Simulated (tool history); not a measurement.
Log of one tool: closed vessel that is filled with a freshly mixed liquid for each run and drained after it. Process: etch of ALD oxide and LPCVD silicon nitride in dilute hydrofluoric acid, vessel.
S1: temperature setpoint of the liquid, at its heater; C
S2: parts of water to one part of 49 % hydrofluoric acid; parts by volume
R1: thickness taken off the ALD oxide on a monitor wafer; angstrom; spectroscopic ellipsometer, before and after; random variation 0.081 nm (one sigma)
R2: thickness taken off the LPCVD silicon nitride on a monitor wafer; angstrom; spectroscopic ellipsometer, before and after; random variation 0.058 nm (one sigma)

{"run": 1, "day": 0.0, "S1": 26.0, "S2": 210, "time in the liquid (s)": 60, "R1": 70.596, "R2": 1.9915}
{"run": 2, "day": 0.175, "S1": 26.0, "S2": 255, "time in the liquid (s)": 60, "R1": 55.792, "R2": 0.95371}
{"run": 3, "day": 0.479, "S1": 27.5, "S2": 255, "time in the liquid (s)": 60, "R1": 58.591, "R2": 1.6134}
{"run": 4, "day": 0.783, "S1": 27.5, "S2": 295, "time in the liquid (s)": 60, "R1": 47.909, "R2": 1.3346}
{"run": 5, "day": 1.025, "S1": 27.5, "S2": 330, "time in the liquid (s)": 60, "R1": 41.715, "R2": 0.93242}
{"run": 6, "day": 1.112, "S1": 27.5, "S2": 330, "time in the liquid (s)": 85, "R1": 58.442, "R2": 1.1799}
{"run": 7, "day": 1.212, "S1": 27.5, "S2": 330, "time in the liquid (s)": 85, "R1": 58.873, "R2": 1.3439}

Forecast run 8:
{"run": 8, "day": 1.512, "S1": 31.5, "S2": 250, "time in the liquid (s)": 85, "R1": "?", "R2": "?"}

R1: 95.498 angstrom
R2: 1.84110 angstrom
